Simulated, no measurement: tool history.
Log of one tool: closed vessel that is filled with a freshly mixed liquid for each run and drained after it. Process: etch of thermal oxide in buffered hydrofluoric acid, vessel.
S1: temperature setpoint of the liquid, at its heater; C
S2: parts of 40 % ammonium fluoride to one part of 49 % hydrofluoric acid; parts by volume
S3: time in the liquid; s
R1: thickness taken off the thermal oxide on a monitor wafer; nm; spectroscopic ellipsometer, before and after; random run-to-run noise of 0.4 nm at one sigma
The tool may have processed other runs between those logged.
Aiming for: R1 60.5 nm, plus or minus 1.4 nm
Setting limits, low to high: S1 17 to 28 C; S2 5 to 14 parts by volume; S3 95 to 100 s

Run 1, hour 0: S1 20 C, S2 8.5 parts by volume, S3 95 s. Result: R1 95.22 nm.
Run 2, hour 7.9: S1 19 C, S2 9 parts by volume, S3 95 s. Result: R1 86.062 nm.
Run 3, hour 13: S1 19 C, S2 9 parts by volume, S3 100 s. Result: R1 91.556 nm.
Run 4, hour 22.1: S1 18.5 C, S2 9.5 parts by volume, S3 100 s. Result: R1 84.348 nm.
Run 5, hour 26.1: S1 18 C, S2 10 parts by volume, S3 100 s. Result: R1 78.011 nm.
Run 6, hour 27.5: S1 18 C, S2 10.5 parts by volume, S3 100 s. Result: R1 74.026 nm.
At hour 29.3: hydrofluoric acid flow meter replaced.
Run 7, hour 29.3: S1 18 C, S2 11 parts by volume, S3 100 s. Result: R1 76.918 nm.
Run 8, hour 33.6: S1 18 C, S2 11.5 parts by volume, S3 100 s. Result: R1 73.886 nm.
Run 9, hour 39: S1 18 C, S2 12 parts by volume, S3 100 s. Result: R1 69.63 nm.
Run 10, hour 48.3: S1 18 C, S2 12.5 parts by volume, S3 100 s. Result: R1 68.297 nm.

4 next moves are on the table. One of them brings every result within its allowed miss. Which?
Run A, hour 57.6: S1 19.5 C, S2 11 parts by volume, S3 100 s. Result: R1 ?.
Run B, hour 57.6: S1 17 C, S2 13.5 parts by volume, S3 95 s. Result: R1 ?.
Run C, hour 57.6: S1 17.5 C, S2 13.5 parts by volume, S3 95 s. Result: R1 ?.
Run D, hour 57.6: S1 17 C, S2 12.5 parts by volume, S3 95 s. Result: R1 ?.

move      R1
   A  83.758
   B  56.512
   C  58.148
   D  60.943
A: its largest miss is bigger than the last run's
B: the result that was furthest off in the last run now lies on the other side of its target
C: the result that was furthest off in the last run now lies on the other side of its target
D: each result inside its tolerance
Correct choice: D, which meets every target

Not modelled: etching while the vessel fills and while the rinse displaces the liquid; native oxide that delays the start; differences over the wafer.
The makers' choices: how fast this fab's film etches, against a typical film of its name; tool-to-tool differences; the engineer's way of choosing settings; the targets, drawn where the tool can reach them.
